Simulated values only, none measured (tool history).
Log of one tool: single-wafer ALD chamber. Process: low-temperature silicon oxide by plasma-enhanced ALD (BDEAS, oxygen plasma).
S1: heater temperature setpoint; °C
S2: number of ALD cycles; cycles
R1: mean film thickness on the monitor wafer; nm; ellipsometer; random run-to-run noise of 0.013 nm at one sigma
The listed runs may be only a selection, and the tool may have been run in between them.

run 1 hour=0.0 | S1=120 S2=23 | R1=3.0546
run 2 hour=2.9 | S1=119 S2=23 | R1=3.0839
run 3 hour=8.0 | S1=118 S2=23 | R1=3.0681
run 4 hour=13.7 | S1=116 S2=25 | R1=3.3441
run 5 hour=21.1 | S1=120 S2=25 | R1=3.3383
run 6 hour=28.4 | S1=120 S2=28 | R1=3.7063
run 7 hour=33.7 | S1=121 S2=28 | R1=3.7193

Run 8 is up next; what results do you expect?
run 8 hour=41.2 | S1=122 S2=28 | R1=?

R1: 3.7016 nm
